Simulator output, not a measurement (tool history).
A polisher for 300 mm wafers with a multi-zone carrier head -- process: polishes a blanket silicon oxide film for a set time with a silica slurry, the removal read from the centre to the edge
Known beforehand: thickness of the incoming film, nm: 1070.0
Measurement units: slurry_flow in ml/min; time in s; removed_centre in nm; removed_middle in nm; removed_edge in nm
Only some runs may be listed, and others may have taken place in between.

{"run": 1, "day": 0.0, "slurry_flow": 240, "centre_zone": 1, "middle_zone": 1, "edge_zone": 1, "slurry_solids": 1, "time": 84, "removed_centre": 371.05, "removed_middle": 369.66, "removed_edge": 355.78}
{"run": 2, "day": 0.271, "slurry_flow": 240, "centre_zone": 1, "middle_zone": 0.97, "edge_zone": 1, "slurry_solids": 1, "time": 84, "removed_centre": 368.06, "removed_middle": 356.67, "removed_edge": 358.11}
{"run": 3, "day": 0.346, "slurry_flow": 245, "centre_zone": 1.01, "middle_zone": 0.99, "edge_zone": 1.03, "slurry_solids": 1.05, "time": 84, "removed_centre": 390.45, "removed_middle": 376.39, "removed_edge": 374.22}
{"run": 4, "day": 0.712, "slurry_flow": 250, "centre_zone": 1.01, "middle_zone": 1.01, "edge_zone": 1.05, "slurry_solids": 1.05, "time": 84, "removed_centre": 381.8, "removed_middle": 383.65, "removed_edge": 381.98}
{"run": 5, "day": 0.862, "slurry_flow": 250, "centre_zone": 1.01, "middle_zone": 0.96, "edge_zone": 1.05, "slurry_solids": 1.05, "time": 84, "removed_centre": 390.57, "removed_middle": 369.49, "removed_edge": 376.91}
{"run": 6, "day": 1.108, "slurry_flow": 260, "centre_zone": 1.02, "middle_zone": 0.99, "edge_zone": 1.06, "slurry_solids": 1.05, "time": 84, "removed_centre": 391.32, "removed_middle": 377.47, "removed_edge": 379.63}
{"run": 7, "day": 1.167, "slurry_flow": 260, "centre_zone": 1.03, "middle_zone": 1.01, "edge_zone": 1.07, "slurry_solids": 1.1, "time": 84, "removed_centre": 410.19, "removed_middle": 388.17, "removed_edge": 400.9}

Run 8 comes next. What will it give?
{"run": 8, "day": 1.271, "slurry_flow": 265, "centre_zone": 1.03, "middle_zone": 1.04, "edge_zone": 1.05, "slurry_solids": 1.1, "time": 84, "removed_centre": "?", "removed_middle": "?", "removed_edge": "?"}

removed_centre: 414.49 nm
removed_middle: 398.3 nm
removed_edge: 399.16 nm
